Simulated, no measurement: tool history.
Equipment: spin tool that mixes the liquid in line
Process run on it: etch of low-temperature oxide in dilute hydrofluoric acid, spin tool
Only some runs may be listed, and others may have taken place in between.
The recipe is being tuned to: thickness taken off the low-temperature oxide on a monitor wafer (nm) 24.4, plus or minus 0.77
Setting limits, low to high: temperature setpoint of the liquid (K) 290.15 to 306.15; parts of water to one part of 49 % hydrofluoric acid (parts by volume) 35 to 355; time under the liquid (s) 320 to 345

run    day  temperature setpoint of the liquid (K)  parts of water to one part of 49 % hydrofluoric acid (parts by volume)  time under the liquid (s)  thickness taken off the low-temperature oxide on a monitor wafer (nm)
  1      0                                  298.15                                                                     195                        320                                                                 19.038
  2  0.112                                  298.15                                                                     125                        320                                                                 32.459
  3  0.242                                  297.15                                                                     125                        320                                                                 31.664
  4  0.588                                  296.15                                                                     125                        320                                                                 30.083
  5  0.642                                  299.65                                                                     125                        320                                                                 34.226
  6   0.95                                  301.65                                                                     125                        320                                                                 37.231
  7  1.183                                  297.65                                                                     135                        320                                                                 29.135
  8  1.458                                  297.15                                                                     135                        320                                                                 28.338
  9  1.812                                  296.65                                                                     135                        320                                                                 28.214
 10  2.042                                  296.15                                                                     135                        320                                                                 27.532
 11  2.204                                  292.65                                                                     140                        320                                                                 23.159
 12  2.362                                  293.15                                                                     140                        320                                                                  23.67

Of the 4 settings listed for the next run, only one would bring every result within its allowed miss of target. Which one?
  A  2.521                                  293.15                                                                     150                        340                                                                      ?
  B  2.521                                  293.15                                                                     145                        345                                                                      ?
  C  2.521                                  292.15                                                                     140                        320                                                                      ?
  D  2.521                                  292.65                                                                     140                        320                                                                      ?

move  thickness taken off the low-temperature oxide on a monitor wafer (nm)
   A                                                                 23.228
   B                                                                  24.51
   C                                                                 22.736
   D                                                                 23.199
A: lands further from the targets than the last run did
B: all results in spec
C: lands further from the targets than the last run did
D: lands further from the targets than the last run did
The move that meets every target is B.
